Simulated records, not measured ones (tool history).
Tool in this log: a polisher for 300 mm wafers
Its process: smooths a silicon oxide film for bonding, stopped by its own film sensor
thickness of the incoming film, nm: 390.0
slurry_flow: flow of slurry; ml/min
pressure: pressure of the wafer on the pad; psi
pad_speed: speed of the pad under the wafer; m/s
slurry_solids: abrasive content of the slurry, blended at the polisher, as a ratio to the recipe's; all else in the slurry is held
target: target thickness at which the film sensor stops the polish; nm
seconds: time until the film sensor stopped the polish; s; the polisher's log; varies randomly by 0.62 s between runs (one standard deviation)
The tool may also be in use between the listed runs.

run  hour  slurry_flow  pressure  pad_speed  slurry_solids  target  seconds
  1     0          190       1.4       1.08              1     339   90.884
  2     3          190       1.6       1.08              1     339   80.461
  3  11.4          190       1.6       1.08           0.95     339   82.412
  4  15.6          195       1.6       1.08           0.95     339   82.958
  5  21.5          195       1.7       1.08           0.95     339   79.039
  6  26.9          195       1.7       0.88           0.95     339   93.447
  7  30.4          195       1.8       0.88           0.95     339   87.158

Run 8 comes next. What will it give?
  8  31.1          195       1.9       0.88           0.95     339        ?

Run 8 gave seconds 84.512 s.
